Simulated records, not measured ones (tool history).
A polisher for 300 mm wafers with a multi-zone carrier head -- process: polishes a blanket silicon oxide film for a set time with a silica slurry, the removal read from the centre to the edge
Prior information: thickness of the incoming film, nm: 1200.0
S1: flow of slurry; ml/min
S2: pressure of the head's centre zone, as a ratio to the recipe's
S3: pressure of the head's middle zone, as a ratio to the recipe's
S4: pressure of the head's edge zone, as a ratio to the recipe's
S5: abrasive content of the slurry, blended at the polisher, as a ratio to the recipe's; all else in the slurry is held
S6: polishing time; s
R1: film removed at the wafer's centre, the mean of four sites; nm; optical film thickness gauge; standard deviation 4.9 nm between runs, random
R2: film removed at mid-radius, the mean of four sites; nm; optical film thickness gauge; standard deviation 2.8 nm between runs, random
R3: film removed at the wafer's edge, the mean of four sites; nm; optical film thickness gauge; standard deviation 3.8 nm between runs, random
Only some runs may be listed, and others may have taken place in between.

run	hour	S1	S2	S3	S4	S5	S6	R1	R2	R3
1	0.0	295	1.00	1.00	1.00	1.00	65	189.88	217.98	210.28
2	4.4	295	1.00	1.05	1.00	1.00	65	183.72	222.00	209.65
3	5.8	310	1.06	1.02	1.03	1.15	69	227.72	253.61	245.68
4	10.1	325	1.10	0.99	1.04	1.25	72	259.06	267.82	273.83
5	15.9	325	1.10	0.99	0.98	1.25	72	263.09	269.90	264.13
6	21.6	335	1.13	0.98	0.99	1.35	74	289.00	289.34	286.73
7	27.3	345	1.15	0.97	0.99	1.40	76	309.13	295.87	294.32
8	36.1	345	1.16	0.97	1.01	1.45	78	323.71	308.82	312.50
9	38.9	345	1.16	0.97	1.01	1.45	78	316.46	312.12	311.33
10	42.8	350	1.17	0.95	1.01	1.45	80	344.92	314.13	324.18

Predict the results of run 11:
11	43.5	355	1.18	0.95	1.02	1.45	80	?	?	?

R1: 338.23 nm
R2: 312.82 nm
R3: 319.31 nm
